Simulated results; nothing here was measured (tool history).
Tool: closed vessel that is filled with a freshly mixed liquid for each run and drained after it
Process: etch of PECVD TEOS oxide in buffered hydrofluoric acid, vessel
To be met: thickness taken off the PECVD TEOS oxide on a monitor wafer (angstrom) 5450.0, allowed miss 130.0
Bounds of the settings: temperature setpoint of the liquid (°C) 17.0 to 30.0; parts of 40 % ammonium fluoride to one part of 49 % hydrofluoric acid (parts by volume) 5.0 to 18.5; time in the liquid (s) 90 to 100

| run | hour | temperature setpoint of the liquid (°C) | parts of 40 % ammonium fluoride to one part of 49 % hydrofluoric acid (parts by volume) | time in the liquid (s) | thickness taken off the PECVD TEOS oxide on a monitor wafer (angstrom) |
|---|---|---|---|---|---|
| 1 | 0.0 | 22.0 | 11.5 | 90 | 2522.5 |
| 2 | 8.0 | 23.0 | 11.0 | 90 | 2768.4 |
| 3 | 13.6 | 23.0 | 11.0 | 100 | 3076.8 |
| 4 | 20.4 | 25.5 | 11.0 | 100 | 3541.7 |
| 5 | 29.1 | 25.5 | 8.0 | 100 | 4722.2 |
| 6 | 31.2 | 25.5 | 8.0 | 90 | 4221.2 |
| 7 | 34.9 | 26.0 | 8.0 | 90 | 4364.5 |
| 8 | 40.8 | 26.5 | 8.0 | 90 | 4453.5 |
| 9 | 42.4 | 27.0 | 8.0 | 90 | 4576.0 |
| 10 | 48.7 | 27.5 | 8.0 | 90 | 4702.2 |
| 11 | 53.7 | 28.0 | 8.0 | 90 | 4849.3 |
| 12 | 58.6 | 29.0 | 8.0 | 90 | 5162.7 |
| 13 | 64.3 | 29.5 | 8.0 | 90 | 5225.0 |
| 14 | 65.8 | 29.5 | 8.0 | 90 | 5270.4 |

Which of these 5 next moves meets every target?
| A | 67.3 | 25.5 | 6.5 | 100 | ? |
| B | 67.3 | 29.0 | 8.0 | 90 | ? |
| C | 67.3 | 29.5 | 8.5 | 100 | ? |
| D | 67.3 | 27.5 | 8.0 | 95 | ? |
| E | 67.3 | 28.0 | 7.5 | 100 | ? |

| move | thickness taken off the PECVD TEOS oxide on a monitor wafer (angstrom) |
|---|---|
| A | 5775.3 |
| B | 5085.4 |
| C | 5432.7 |
| D | 4957.9 |
| E | 5746.5 |
A: takes the result that was furthest off past its target
B: further off than the last run
C: meets every target
D: further off than the last run
E: takes the result that was furthest off past its target
The right move is C.
